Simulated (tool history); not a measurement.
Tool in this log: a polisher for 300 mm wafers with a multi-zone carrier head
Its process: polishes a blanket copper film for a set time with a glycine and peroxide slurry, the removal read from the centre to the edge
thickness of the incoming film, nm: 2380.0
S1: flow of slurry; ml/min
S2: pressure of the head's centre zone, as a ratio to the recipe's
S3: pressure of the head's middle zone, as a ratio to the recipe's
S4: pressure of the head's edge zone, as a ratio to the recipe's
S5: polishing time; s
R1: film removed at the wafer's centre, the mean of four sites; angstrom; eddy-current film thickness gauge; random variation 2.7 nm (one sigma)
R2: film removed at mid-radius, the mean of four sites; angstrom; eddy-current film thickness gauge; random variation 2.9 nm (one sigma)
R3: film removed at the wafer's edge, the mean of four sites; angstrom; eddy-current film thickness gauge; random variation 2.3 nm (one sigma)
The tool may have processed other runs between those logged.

run	hour	S1	S2	S3	S4	S5	R1	R2	R3
1	0.0	285	1.00	1.00	1.00	52	3076.0	3038.0	3049.7
2	8.4	285	1.00	1.03	1.00	52	3165.4	3136.7	3120.4
3	15.3	285	0.94	1.03	1.00	52	2990.9	3172.2	3139.4
4	20.5	285	0.94	1.03	1.00	60	3491.1	3682.6	3587.7
5	28.0	285	0.94	1.02	0.97	58	3404.1	3518.9	3435.4
6	34.4	285	0.94	1.02	0.95	56	3260.1	3314.7	3260.0
7	42.7	285	0.93	1.03	0.93	54	3137.1	3239.6	3126.7
8	50.0	275	0.90	1.01	0.83	43	2417.5	2561.5	2344.0
9	53.4	280	0.91	1.01	0.84	43	2423.2	2517.2	2357.4
10	57.5	285	0.92	1.02	0.85	43	2493.5	2577.8	2409.9
11	60.8	290	0.92	1.02	0.85	43	2482.3	2575.2	2353.1
12	66.8	290	0.92	1.02	0.86	43	2447.5	2556.7	2392.5
13	75.3	290	0.93	1.02	0.87	43	2551.7	2606.6	2398.8
14	77.6	290	0.93	1.02	0.88	43	2482.7	2541.2	2377.5
15	81.2	285	0.93	1.02	0.89	43	2489.1	2524.9	2432.0
16	86.9	290	0.93	1.03	0.89	43	2510.5	2609.2	2461.5
17	93.1	295	0.93	1.03	0.89	43	2469.4	2589.7	2411.0
18	95.5	295	0.93	1.03	0.90	43	2481.5	2608.4	2430.8

Expected results for the next run?
19	103.9	295	0.93	1.03	0.91	43	?	?	?

Run 19 produced R1 2526.8 angstrom, R2 2616.3 angstrom, R3 2474.9 angstrom.
